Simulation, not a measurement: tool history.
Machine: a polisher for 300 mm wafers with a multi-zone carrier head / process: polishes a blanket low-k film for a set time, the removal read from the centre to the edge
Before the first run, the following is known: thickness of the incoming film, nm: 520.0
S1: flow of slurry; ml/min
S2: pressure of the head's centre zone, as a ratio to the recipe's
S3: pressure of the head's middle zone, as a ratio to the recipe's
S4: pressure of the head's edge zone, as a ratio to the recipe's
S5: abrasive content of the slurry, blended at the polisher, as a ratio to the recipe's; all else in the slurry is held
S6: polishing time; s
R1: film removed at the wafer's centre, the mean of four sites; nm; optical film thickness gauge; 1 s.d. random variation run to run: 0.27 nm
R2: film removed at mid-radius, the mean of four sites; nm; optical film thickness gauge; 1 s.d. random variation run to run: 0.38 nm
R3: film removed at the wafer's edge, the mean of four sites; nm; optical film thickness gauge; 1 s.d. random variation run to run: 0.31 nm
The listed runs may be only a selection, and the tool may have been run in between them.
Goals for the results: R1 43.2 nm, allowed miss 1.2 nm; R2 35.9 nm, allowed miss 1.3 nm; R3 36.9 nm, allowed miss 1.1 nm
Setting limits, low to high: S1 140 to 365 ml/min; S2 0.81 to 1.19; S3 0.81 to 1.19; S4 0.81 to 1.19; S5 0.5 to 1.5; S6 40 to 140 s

run	hour	S1	S2	S3	S4	S5	S6	R1	R2	R3
1	0	235	1	1	1	1	90	29.948	29.791	30.39
2	8.3	235	1.08	1	1	1	90	32.21	30.167	30.339
3	13.4	235	1.08	1	1	0.9	90	31.198	28.208	29.124
4	17.1	245	1.1	0.99	1	0.95	91	33.355	29.304	29.744
5	25.3	190	1.1	0.99	1	0.95	91	31.792	28.831	29.2
6	32	190	1.1	0.99	0.92	0.95	91	32.016	28.257	28.236
7	35.6	205	1.11	0.99	0.94	1	91	33.495	29.43	29.548
8	39.8	215	1.12	0.99	0.96	1.05	91	34.76	30.232	30.95
9	47	225	1.13	1	0.97	1.05	91	34.945	31.111	31.115
10	49.1	235	1.14	1	0.97	1.1	91	36.617	31.191	31.43
11	55	240	1.15	1	0.99	1.15	91	37.764	31.755	32.814
12	63.3	250	1.16	1.01	1	1.15	91	38.662	32.902	32.701
13	69.2	255	1.16	1.01	1.02	1.15	91	37.858	32.601	33.372
14	71.8	260	1.16	1.01	1.02	1.15	91	38.251	33.602	33.688
15	76.1	270	1.16	1.01	1.02	1.15	91	38.145	33.164	33.272
16	77.2	270	1.16	1.01	1.02	1.2	91	39.062	33.374	34.002

Pick the move, out of 4, that brings all results within their allowed miss; only one does.
A	78.3	250	1.04	0.89	1.1	1.25	90	?	?	?
B	78.3	365	1.13	0.94	0.99	0.85	122	?	?	?
C	78.3	240	0.97	1	1.12	1.2	99	?	?	?
D	78.3	285	1.15	0.97	0.97	1.05	106	?	?	?

move	R1	R2	R3
A	34.757	29.835	34.996
B	45.005	36.799	39.051
C	34.905	34.982	38.037
D	42.811	35.257	36.393
A: further off than the last run
B: the result that was furthest off in the last run now lies on the other side of its target
C: further off than the last run
D: in spec on every target
Correct choice: D, which meets every target
